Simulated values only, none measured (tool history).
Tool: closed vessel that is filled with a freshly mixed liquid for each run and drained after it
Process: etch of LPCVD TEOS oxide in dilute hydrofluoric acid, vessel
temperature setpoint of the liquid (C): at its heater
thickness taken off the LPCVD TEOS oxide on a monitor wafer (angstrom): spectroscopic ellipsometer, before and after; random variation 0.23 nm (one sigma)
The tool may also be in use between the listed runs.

run,day,temperature setpoint of the liquid (C),parts of water to one part of 49 % hydrofluoric acid (parts by volume),time in the liquid (s),thickness taken off the LPCVD TEOS oxide on a monitor wafer (angstrom)
1,0.000,23.0,100,30,162.65
2,0.171,23.0,100,30,164.41
3,0.421,25.5,100,30,180.40
4,0.733,25.5,100,30,179.05
5,0.829,22.0,100,30,155.20
6,1.079,23.5,90,30,184.32
7,1.404,25.0,80,30,224.20

The next listed run, before its measurement:
8,1.542,26.0,75,30,?

Run 8 gave thickness taken off the LPCVD TEOS oxide on a monitor wafer (angstrom) 251.71.
